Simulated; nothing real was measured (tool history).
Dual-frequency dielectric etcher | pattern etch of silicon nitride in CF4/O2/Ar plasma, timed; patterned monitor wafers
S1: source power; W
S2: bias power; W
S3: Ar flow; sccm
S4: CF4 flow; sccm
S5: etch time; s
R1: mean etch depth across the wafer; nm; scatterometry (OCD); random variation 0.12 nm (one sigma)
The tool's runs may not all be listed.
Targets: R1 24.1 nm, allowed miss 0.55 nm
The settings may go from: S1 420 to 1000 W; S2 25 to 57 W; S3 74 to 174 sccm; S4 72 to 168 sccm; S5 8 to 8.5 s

| run | hour | S1 | S2 | S3 | S4 | S5 | R1 |
|---|---|---|---|---|---|---|---|
| 1 | 0 | 710 | 41 | 124 | 120 | 8.5 | 21.463 |
| 2 | 1.7 | 730 | 41 | 124 | 120 | 8.5 | 21.883 |
| 3 | 8.4 | 730 | 41 | 103 | 120 | 8.5 | 22.372 |
| 4 | 16.2 | 740 | 41 | 103 | 120 | 8.5 | 22.693 |
| 5 | 20.8 | 750 | 41 | 103 | 120 | 8.5 | 22.921 |
|  | 23 | bias power generator calibrated |
| 6 | 23 | 870 | 41 | 103 | 120 | 8.5 | 26.552 |
| 7 | 26.2 | 850 | 41 | 103 | 120 | 8.5 | 26.179 |
| 8 | 31 | 840 | 41 | 103 | 120 | 8.5 | 25.794 |
| 9 | 31.8 | 830 | 41 | 103 | 120 | 8.5 | 25.617 |

Which of these 5 next moves meets every target?
| A | 32.6 | 890 | 40 | 101 | 111 | 8.5 | ? |
| B | 32.6 | 790 | 39 | 102 | 120 | 8.5 | ? |
| C | 32.6 | 870 | 36 | 102 | 125 | 8.5 | ? |
| D | 32.6 | 910 | 41 | 106 | 118 | 8 | ? |
| E | 32.6 | 920 | 36 | 88 | 114 | 8.5 | ? |

| move | R1 |
|---|---|
| A | 26.569 |
| B | 23.879 |
| C | 24.991 |
| D | 25.754 |
| E | 26.5 |
A: further off than the last run
B: meets every target
C: nearer than the last run, and not there yet
D: further off than the last run
E: further off than the last run
Move B is the one to make.
